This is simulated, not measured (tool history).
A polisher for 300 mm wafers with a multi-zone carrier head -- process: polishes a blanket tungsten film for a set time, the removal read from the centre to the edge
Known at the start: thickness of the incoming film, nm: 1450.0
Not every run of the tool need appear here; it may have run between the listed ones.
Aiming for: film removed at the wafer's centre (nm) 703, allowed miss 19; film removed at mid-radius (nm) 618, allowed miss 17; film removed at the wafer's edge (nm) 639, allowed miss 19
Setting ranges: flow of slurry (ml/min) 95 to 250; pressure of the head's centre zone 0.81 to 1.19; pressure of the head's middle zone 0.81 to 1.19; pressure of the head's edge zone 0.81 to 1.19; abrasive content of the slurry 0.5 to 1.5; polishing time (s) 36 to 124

| run | hour | flow of slurry (ml/min) | pressure of the head's centre zone | pressure of the head's middle zone | pressure of the head's edge zone | abrasive content of the slurry | polishing time (s) | film removed at the wafer's centre (nm) | film removed at mid-radius (nm) | film removed at the wafer's edge (nm) |
|---|---|---|---|---|---|---|---|---|---|---|
| 1 | 0 | 160 | 1 | 1 | 1 | 1 | 79 | 478.73 | 498.26 | 482.53 |
| 2 | 5.8 | 180 | 1 | 1 | 1 | 1 | 79 | 482.08 | 506.64 | 503.78 |
| 3 | 14.1 | 180 | 1 | 1 | 1 | 0.85 | 79 | 464.53 | 488.52 | 482.99 |
| 4 | 22.2 | 180 | 1 | 1.07 | 1 | 0.85 | 79 | 465.6 | 518.43 | 482.29 |
| 5 | 23.2 | 180 | 1 | 1.07 | 0.95 | 0.85 | 79 | 468.57 | 512.7 | 461.8 |
| 6 | 29.2 | 185 | 1.03 | 1.06 | 0.97 | 0.95 | 79 | 494.55 | 536.99 | 491.65 |
|  | 33.8 | centre zone pressure recalibrated |
| 7 | 33.8 | 185 | 1.06 | 1.03 | 0.97 | 1.05 | 80 | 558.84 | 540.79 | 507.36 |
| 8 | 38 | 195 | 1.08 | 1.03 | 1 | 1.05 | 80 | 574.37 | 541.67 | 513.18 |
| 9 | 44.3 | 200 | 1.08 | 1.03 | 1.02 | 1.1 | 80 | 578.81 | 546.38 | 529.13 |
| 10 | 46.5 | 205 | 1.09 | 1.03 | 1.04 | 1.15 | 80 | 589.63 | 561.34 | 542.56 |

Which one of the following 5 next-run settings gets every result inside its allowed miss? There is exactly one.
| A | 48.7 | 175 | 1.08 | 0.93 | 1.08 | 1.15 | 99 | ? | ? | ? |
| B | 48.7 | 210 | 0.89 | 1.03 | 1.08 | 1.1 | 90 | ? | ? | ? |
| C | 48.7 | 230 | 1.14 | 0.84 | 1.12 | 1.1 | 98 | ? | ? | ? |
| D | 48.7 | 205 | 1.14 | 0.92 | 1.11 | 1.3 | 88 | ? | ? | ? |
| E | 48.7 | 240 | 1.13 | 1 | 1.11 | 1.35 | 86 | ? | ? | ? |

| move | film removed at the wafer's centre (nm) | film removed at mid-radius (nm) | film removed at the wafer's edge (nm) |
|---|---|---|---|
| A | 706.25 | 617.73 | 677.82 |
| B | 562.6 | 623.1 | 621.3 |
| C | 755.7 | 578.91 | 697.32 |
| D | 697.71 | 576.93 | 643.59 |
| E | 700.77 | 624.11 | 644.97 |
A: puts the biggest miss on target and leaves a different result outside tolerance
B: the biggest miss grows against the last run
C: the result that was furthest off in the last run now lies on the other side of its target
D: puts the biggest miss on target and leaves a different result outside tolerance
E: hits every target within its allowed miss
Move E is the one to make.
